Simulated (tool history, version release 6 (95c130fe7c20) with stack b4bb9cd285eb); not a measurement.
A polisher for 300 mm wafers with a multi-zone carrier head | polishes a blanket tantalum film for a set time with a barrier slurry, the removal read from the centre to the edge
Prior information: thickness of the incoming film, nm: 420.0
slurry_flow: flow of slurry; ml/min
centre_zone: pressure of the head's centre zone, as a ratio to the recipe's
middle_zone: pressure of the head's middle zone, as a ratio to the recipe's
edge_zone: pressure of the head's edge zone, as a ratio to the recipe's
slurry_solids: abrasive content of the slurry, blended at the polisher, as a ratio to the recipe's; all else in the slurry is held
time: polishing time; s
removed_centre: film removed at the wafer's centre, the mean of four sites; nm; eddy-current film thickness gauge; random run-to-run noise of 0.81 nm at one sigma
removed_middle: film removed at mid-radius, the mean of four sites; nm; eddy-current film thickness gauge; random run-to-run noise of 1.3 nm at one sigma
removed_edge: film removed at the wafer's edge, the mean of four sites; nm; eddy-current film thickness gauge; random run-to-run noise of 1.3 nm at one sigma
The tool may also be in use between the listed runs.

run  hour  slurry_flow  centre_zone  middle_zone  edge_zone  slurry_solids  time  removed_centre  removed_middle  removed_edge
  1   0.0          125         1.00         1.00       1.00           1.00    76          94.441          84.447        85.395
  2   5.7          125         0.99         1.02       1.01           1.00    76          93.543          86.352        86.390
  3  13.8          125         0.98         1.04       1.02           1.00    76          91.022          86.872        86.684
  4  21.3          125         0.98         1.04       1.02           0.85    76          87.965          81.046        79.135
  5  28.3          125         0.98         1.04       1.10           0.85    76          88.335          82.669        85.850
  6  33.8          130         0.97         1.06       1.10           0.85    76          87.394          82.623        83.844
     42.4  -- centre zone pressure recalibrated
  7  42.4          130         0.96         1.07       1.10           0.90    76          80.722          87.848        85.424
  8  50.9          135         0.96         1.07       1.10           0.90    76          81.923          88.158        86.868

Run 9 is up next; what results do you expect?
  9  52.9          140         0.97         1.08       1.10           0.90    76               ?               ?             ?

Run 9 produced removed_centre 81.977 nm, removed_middle 88.704 nm, removed_edge 86.295 nm.
